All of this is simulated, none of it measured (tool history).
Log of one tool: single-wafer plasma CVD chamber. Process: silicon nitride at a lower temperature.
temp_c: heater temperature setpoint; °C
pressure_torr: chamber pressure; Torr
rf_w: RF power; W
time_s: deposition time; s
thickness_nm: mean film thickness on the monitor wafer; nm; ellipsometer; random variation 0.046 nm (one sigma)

Run 1, hour 0: temp_c 330 °C, pressure_torr 1.43 Torr, rf_w 340 W, time_s 8.7 s. Result: thickness_nm 10.755 nm.
Run 2, hour 0.6: temp_c 330 °C, pressure_torr 1.31 Torr, rf_w 325 W, time_s 8.7 s. Result: thickness_nm 10.139 nm.
Run 3, hour 7.3: temp_c 330 °C, pressure_torr 1.21 Torr, rf_w 320 W, time_s 8.7 s. Result: thickness_nm 9.5746 nm.
Run 4, hour 9.2: temp_c 330 °C, pressure_torr 1.21 Torr, rf_w 360 W, time_s 8.7 s. Result: thickness_nm 10.424 nm.
Run 5, hour 12: temp_c 330 °C, pressure_torr 1.12 Torr, rf_w 350 W, time_s 8.7 s. Result: thickness_nm 9.7395 nm.
Run 6, hour 14.2: temp_c 330 °C, pressure_torr 1.06 Torr, rf_w 350 W, time_s 8.7 s. Result: thickness_nm 9.4917 nm.
Run 7, hour 20: temp_c 330 °C, pressure_torr 1.02 Torr, rf_w 350 W, time_s 8.7 s. Result: thickness_nm 9.3512 nm.

The next listed run, before its measurement:
Run 8, hour 24.8: temp_c 330 °C, pressure_torr 0.99 Torr, rf_w 350 W, time_s 8.7 s. Result: thickness_nm ?.

{"run 8": {"thickness_nm": 9.1106}}
